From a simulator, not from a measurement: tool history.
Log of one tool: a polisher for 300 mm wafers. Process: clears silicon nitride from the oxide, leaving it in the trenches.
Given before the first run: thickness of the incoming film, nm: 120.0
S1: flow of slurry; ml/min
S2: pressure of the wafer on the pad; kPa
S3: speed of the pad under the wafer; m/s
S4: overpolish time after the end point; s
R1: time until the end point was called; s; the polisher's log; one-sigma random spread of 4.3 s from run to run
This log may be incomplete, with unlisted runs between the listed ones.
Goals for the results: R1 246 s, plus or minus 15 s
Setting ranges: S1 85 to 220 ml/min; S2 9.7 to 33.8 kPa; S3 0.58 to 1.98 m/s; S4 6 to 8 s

Run 1, hour 0: S1 140 ml/min, S2 21.4 kPa, S3 1.28 m/s, S4 8 s. Result: R1 113.35 s.
Run 2, hour 1.5: S1 140 ml/min, S2 20 kPa, S3 1.24 m/s, S4 8 s. Result: R1 119.89 s.
Run 3, hour 7: S1 140 ml/min, S2 18.6 kPa, S3 1.18 m/s, S4 8 s. Result: R1 134.22 s.
Run 4, hour 12.7: S1 140 ml/min, S2 18.6 kPa, S3 1.18 m/s, S4 6 s. Result: R1 136.63 s.
Run 5, hour 19.2: S1 120 ml/min, S2 18.6 kPa, S3 1.18 m/s, S4 6 s. Result: R1 143.45 s.
Run 6, hour 21.4: S1 150 ml/min, S2 18.6 kPa, S3 1.18 m/s, S4 6 s. Result: R1 132.31 s.
Run 7, hour 25.2: S1 145 ml/min, S2 17.2 kPa, S3 1.14 m/s, S4 6 s. Result: R1 154.39 s.
Run 8, hour 29.4: S1 145 ml/min, S2 16.5 kPa, S3 1.14 m/s, S4 6 s. Result: R1 158.24 s.
Run 9, hour 30.6: S1 145 ml/min, S2 15.9 kPa, S3 1.14 m/s, S4 6 s. Result: R1 166.1 s.
Run 10, hour 34.9: S1 145 ml/min, S2 15.9 kPa, S3 1.14 m/s, S4 6 s. Result: R1 166.35 s.
Run 11, hour 43.8: S1 145 ml/min, S2 15.2 kPa, S3 1.14 m/s, S4 6 s. Result: R1 173.09 s.
Run 12, hour 46.7: S1 145 ml/min, S2 14.5 kPa, S3 1.14 m/s, S4 6 s. Result: R1 177.53 s.
Run 13, hour 54.6: S1 145 ml/min, S2 13.8 kPa, S3 1.14 m/s, S4 6 s. Result: R1 185.69 s.
Run 14, hour 61.4: S1 145 ml/min, S2 13.1 kPa, S3 1.14 m/s, S4 6 s. Result: R1 195.42 s.
Run 15, hour 64.1: S1 145 ml/min, S2 12.4 kPa, S3 1.14 m/s, S4 6 s. Result: R1 210.41 s.

Exactly one of the 5 candidate moves below puts every result within its allowed miss. Which one?
Run A, hour 66.8: S1 125 ml/min, S2 16.5 kPa, S3 1.1 m/s, S4 6 s. Result: R1 ?.
Run B, hour 66.8: S1 155 ml/min, S2 15.2 kPa, S3 1.2 m/s, S4 6 s. Result: R1 ?.
Run C, hour 66.8: S1 165 ml/min, S2 9.7 kPa, S3 1.08 m/s, S4 8 s. Result: R1 ?.
Run D, hour 66.8: S1 165 ml/min, S2 15.2 kPa, S3 1.12 m/s, S4 8 s. Result: R1 ?.
Run E, hour 66.8: S1 140 ml/min, S2 11 kPa, S3 1.1 m/s, S4 8 s. Result: R1 ?.

move      R1
   A  174.91
   B  168.29
   C  283.18
   D  178.14
   E   252.1
A: the biggest miss grows against the last run
B: the biggest miss grows against the last run
C: moves the result that the last run missed by most past its target, out the other side
D: the biggest miss grows against the last run
E: each result inside its tolerance
The right move is E.
